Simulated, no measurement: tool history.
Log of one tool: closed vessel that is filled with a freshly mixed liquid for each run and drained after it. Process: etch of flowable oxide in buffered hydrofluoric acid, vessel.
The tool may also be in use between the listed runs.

run,day,temperature setpoint of the liquid (°C),parts of 40 % ammonium fluoride to one part of 49 % hydrofluoric acid (parts by volume),time in the liquid (s),thickness taken off the flowable oxide on a monitor wafer (Å)
1,0,24,19,35,558.65
2,0.125,26.5,17.5,35,695.89
3,0.462,28,16.5,35,810.91
4,0.742,29,16,35,866.16
5,0.929,31,16,35,955.91
6,1.158,31,13,35,1177.9

What does the tool deliver on the next run?
7,1.421,30.5,13,35,?

thickness taken off the flowable oxide on a monitor wafer (Å): 1165.7
